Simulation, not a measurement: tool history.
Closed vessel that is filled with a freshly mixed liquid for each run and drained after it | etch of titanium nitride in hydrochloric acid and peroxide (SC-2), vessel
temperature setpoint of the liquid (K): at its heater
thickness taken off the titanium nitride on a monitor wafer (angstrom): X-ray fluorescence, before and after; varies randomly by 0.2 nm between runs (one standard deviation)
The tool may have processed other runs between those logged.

run,day,temperature setpoint of the liquid (K),parts of water to one part each of 37 % hydrochloric acid and 30 % peroxide (parts by volume),time in the liquid (s),thickness taken off the titanium nitride on a monitor wafer (angstrom)
1,0.000,320.15,10,2705,541.70
2,0.204,320.15,10,2890,581.41
3,0.362,319.65,10,2890,554.09
4,0.496,319.15,10,2890,543.22
5,0.708,318.65,10,2890,517.88
6,0.992,318.15,10,2890,503.54
7,1.146,317.65,10,2890,486.82
8,1.346,317.15,10,2890,470.23
9,1.383,316.65,10,2890,455.03
10,1.496,315.65,10,2890,421.04

Run 11 comes next. What will it give?
11,1.575,315.15,10,2890,?

Run 11 yielded thickness taken off the titanium nitride on a monitor wafer (angstrom) 408.86.

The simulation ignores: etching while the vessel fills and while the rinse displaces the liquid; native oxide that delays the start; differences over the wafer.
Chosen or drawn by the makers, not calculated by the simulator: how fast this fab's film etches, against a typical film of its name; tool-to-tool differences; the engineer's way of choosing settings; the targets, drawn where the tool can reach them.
